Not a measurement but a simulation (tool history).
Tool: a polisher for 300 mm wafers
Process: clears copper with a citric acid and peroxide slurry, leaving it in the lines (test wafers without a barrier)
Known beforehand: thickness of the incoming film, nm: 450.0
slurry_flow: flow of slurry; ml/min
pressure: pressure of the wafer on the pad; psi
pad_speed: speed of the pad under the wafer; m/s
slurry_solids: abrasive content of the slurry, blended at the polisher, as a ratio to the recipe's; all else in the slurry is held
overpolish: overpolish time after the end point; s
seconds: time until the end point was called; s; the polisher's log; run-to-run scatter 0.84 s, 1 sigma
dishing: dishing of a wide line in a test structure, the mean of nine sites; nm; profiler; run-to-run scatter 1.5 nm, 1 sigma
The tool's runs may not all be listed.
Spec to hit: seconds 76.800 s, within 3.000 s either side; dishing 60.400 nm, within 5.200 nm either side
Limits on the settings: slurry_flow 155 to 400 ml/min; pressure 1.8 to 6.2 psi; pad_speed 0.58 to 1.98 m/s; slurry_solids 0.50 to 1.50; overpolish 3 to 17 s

Run 1, day 0.000: slurry_flow 255 ml/min, pressure 4.0 psi, pad_speed 1.28 m/s, slurry_solids 1.00, overpolish 9 s. Result: seconds 134.810 s, dishing 22.344 nm.
Run 2, day 0.362: slurry_flow 255 ml/min, pressure 4.4 psi, pad_speed 1.30 m/s, slurry_solids 1.00, overpolish 10 s. Result: seconds 122.100 s, dishing 28.117 nm.
Run 3, day 0.433: slurry_flow 255 ml/min, pressure 4.4 psi, pad_speed 1.30 m/s, slurry_solids 1.00, overpolish 13 s. Result: seconds 118.270 s, dishing 33.403 nm.
Run 4, day 0.600: slurry_flow 255 ml/min, pressure 4.8 psi, pad_speed 1.30 m/s, slurry_solids 1.00, overpolish 13 s. Result: seconds 110.830 s, dishing 37.407 nm.
Run 5, day 0.788: slurry_flow 255 ml/min, pressure 4.8 psi, pad_speed 1.30 m/s, slurry_solids 1.00, overpolish 10 s. Result: seconds 114.730 s, dishing 29.416 nm.
Run 6, day 0.933: slurry_flow 310 ml/min, pressure 4.8 psi, pad_speed 1.30 m/s, slurry_solids 1.00, overpolish 10 s. Result: seconds 110.950 s, dishing 31.297 nm.
Run 7, day 1.071: slurry_flow 310 ml/min, pressure 5.1 psi, pad_speed 1.32 m/s, slurry_solids 1.00, overpolish 11 s. Result: seconds 102.300 s, dishing 34.767 nm.
Run 8, day 1.283: slurry_flow 310 ml/min, pressure 5.3 psi, pad_speed 1.34 m/s, slurry_solids 1.00, overpolish 12 s. Result: seconds 97.159 s, dishing 42.045 nm.
Run 9, day 1.508: slurry_flow 310 ml/min, pressure 5.5 psi, pad_speed 1.36 m/s, slurry_solids 1.00, overpolish 12 s. Result: seconds 92.238 s, dishing 42.313 nm.
Run 10, day 1.712: slurry_flow 310 ml/min, pressure 5.6 psi, pad_speed 1.38 m/s, slurry_solids 1.00, overpolish 13 s. Result: seconds 88.264 s, dishing 44.537 nm.

Next run, 5 choices. One meets every target within its allowed miss, the rest don't. Which?
Run A, day 1.917: slurry_flow 375 ml/min, pressure 5.1 psi, pad_speed 1.70 m/s, slurry_solids 1.15, overpolish 12 s. Result: seconds ?, dishing ?.
Run B, day 1.917: slurry_flow 345 ml/min, pressure 6.0 psi, pad_speed 1.40 m/s, slurry_solids 1.40, overpolish 12 s. Result: seconds ?, dishing ?.
Run C, day 1.917: slurry_flow 360 ml/min, pressure 5.4 psi, pad_speed 1.52 m/s, slurry_solids 1.05, overpolish 13 s. Result: seconds ?, dishing ?.
Run D, day 1.917: slurry_flow 320 ml/min, pressure 5.6 psi, pad_speed 1.50 m/s, slurry_solids 1.00, overpolish 14 s. Result: seconds ?, dishing ?.
Run E, day 1.917: slurry_flow 355 ml/min, pressure 6.2 psi, pad_speed 1.32 m/s, slurry_solids 1.45, overpolish 15 s. Result: seconds ?, dishing ?.

move  seconds  dishing
   A   77.246   51.305
   B   76.988   51.777
   C   83.271   51.647
   D   82.959   55.341
   E   78.218   62.020
A: meets the target for the result that was furthest off, but another lies outside its allowed miss
B: meets the target for the result that was furthest off, but another lies outside its allowed miss
C: nearer than the last run, and not there yet
D: nearer than the last run, and not there yet
E: meets every target
The right move is E.

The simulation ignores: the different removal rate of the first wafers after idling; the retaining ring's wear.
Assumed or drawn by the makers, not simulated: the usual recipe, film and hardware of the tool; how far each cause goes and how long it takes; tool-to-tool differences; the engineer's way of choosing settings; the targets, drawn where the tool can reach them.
